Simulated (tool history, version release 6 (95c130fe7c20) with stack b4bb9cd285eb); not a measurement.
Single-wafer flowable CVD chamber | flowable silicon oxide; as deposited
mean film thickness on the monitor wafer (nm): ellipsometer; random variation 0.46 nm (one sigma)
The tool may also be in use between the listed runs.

run  hour  heater temperature setpoint (°C)  chamber pressure (mTorr)  RF power (W)  deposition time (s)  mean film thickness on the monitor wafer (nm)
  1   0.0                                95                       967          2045                  487                                         441.94
  2   5.0                               101                       966          2045                  487                                         353.32
  3  11.9                                93                       966          2045                  487                                         475.60
  4  16.8                                99                       965          2045                  487                                         380.46
  5  25.5                                99                       965          2230                  487                                         387.02
  6  28.9                                99                       965          2525                  487                                         392.38
  7  34.4                               103                       965          2525                  487                                         337.71
  8  39.9                               106                       965          2525                  487                                         301.96
  9  42.8                               108                       965          2525                  487                                         279.61

The next listed run, before its measurement:
 10  51.2                               110                       965          2525                  487                                              ?

{"run 10": {"mean film thickness on the monitor wafer (nm)": 260.61}}
